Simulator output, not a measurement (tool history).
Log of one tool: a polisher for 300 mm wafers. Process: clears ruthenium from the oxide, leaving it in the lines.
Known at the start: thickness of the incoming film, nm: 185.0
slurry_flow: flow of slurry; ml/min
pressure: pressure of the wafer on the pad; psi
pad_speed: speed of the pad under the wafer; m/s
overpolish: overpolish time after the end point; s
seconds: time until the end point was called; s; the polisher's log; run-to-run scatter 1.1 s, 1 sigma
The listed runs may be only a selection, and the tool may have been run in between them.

{"run": 1, "hour": 0.0, "slurry_flow": 230, "pressure": 2.4, "pad_speed": 1.04, "overpolish": 4, "seconds": 163.21}
{"run": 2, "hour": 1.6, "slurry_flow": 230, "pressure": 2.4, "pad_speed": 0.86, "overpolish": 4, "seconds": 191.71}
{"run": 3, "hour": 8.1, "slurry_flow": 230, "pressure": 2.4, "pad_speed": 0.86, "overpolish": 4, "seconds": 190.85}
{"run": 4, "hour": 15.1, "slurry_flow": 230, "pressure": 2.2, "pad_speed": 0.86, "overpolish": 4, "seconds": 208.36}
{"run": 5, "hour": 21.6, "slurry_flow": 235, "pressure": 2.4, "pad_speed": 0.86, "overpolish": 4, "seconds": 193.63}
{"run": 6, "hour": 27.1, "slurry_flow": 235, "pressure": 1.9, "pad_speed": 0.86, "overpolish": 4, "seconds": 240.65}
{"run": 7, "hour": 27.8, "slurry_flow": 235, "pressure": 2.2, "pad_speed": 0.86, "overpolish": 4, "seconds": 209.47}
{"run": 8, "hour": 33.1, "slurry_flow": 235, "pressure": 2.4, "pad_speed": 0.86, "overpolish": 4, "seconds": 190.61}
{"run": 9, "hour": 40.1, "slurry_flow": 240, "pressure": 2.5, "pad_speed": 0.86, "overpolish": 4, "seconds": 182.05}

For run 10, what comes out?
{"run": 10, "hour": 45.9, "slurry_flow": 245, "pressure": 2.6, "pad_speed": 0.86, "overpolish": 4, "seconds": "?"}

Run 10 gave seconds 175.87 s.
